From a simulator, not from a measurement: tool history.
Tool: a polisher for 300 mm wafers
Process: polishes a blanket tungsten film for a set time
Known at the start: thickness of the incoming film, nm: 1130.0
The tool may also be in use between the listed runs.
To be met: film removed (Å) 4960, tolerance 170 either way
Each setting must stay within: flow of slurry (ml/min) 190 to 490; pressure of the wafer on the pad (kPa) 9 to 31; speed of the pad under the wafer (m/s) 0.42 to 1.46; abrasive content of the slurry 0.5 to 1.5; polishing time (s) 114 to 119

run    day  flow of slurry (ml/min)  pressure of the wafer on the pad (kPa)  speed of the pad under the wafer (m/s)  abrasive content of the slurry  polishing time (s)  film removed (Å)
  1      0                      315                                      20                                    0.94                               1                 114            4104.3
  2  0.192                      315                                    20.7                                    0.94                               1                 114            4235.9
  3  0.388                      315                                    21.4                                    0.94                               1                 114            4298.2
  4   0.65                      365                                    21.4                                    0.94                               1                 114            4397.3
  5    0.7                      365                                    22.1                                    0.94                               1                 114              4456
  6  0.958                      365                                    22.1                                    0.94                             0.9                 114            4319.6
  7  1.329                      365                                    22.8                                    0.94                             0.9                 114            4479.7
  8  1.521                      365                                    23.4                                    0.94                             0.9                 114            4563.2
  9   1.55                      365                                    24.1                                    0.94                             0.9                 114            4617.5
 10  1.629                      365                                    24.8                                    0.94                             0.9                 114            4839.5

4 candidate next runs follow, results not yet known. Just one meets every target within its allowed miss. Identify it.
  A  1.708                      345                                    24.1                                    0.96                            0.75                 116                 ?
  B  1.708                      395                                    30.3                                    0.82                            0.95                 114                 ?
  C  1.708                      325                                    25.5                                    0.98                             0.9                 119                 ?
  D  1.708                      415                                    24.8                                     0.9                             0.9                 114                 ?

move  film removed (Å)
   A            4528.6
   B            4986.2
   C            5206.1
   D            4581.1
A: its largest miss is bigger than the last run's
B: each result inside its tolerance
C: takes the biggest miss from the last run beyond its target
D: its largest miss is bigger than the last run's
Answer: B
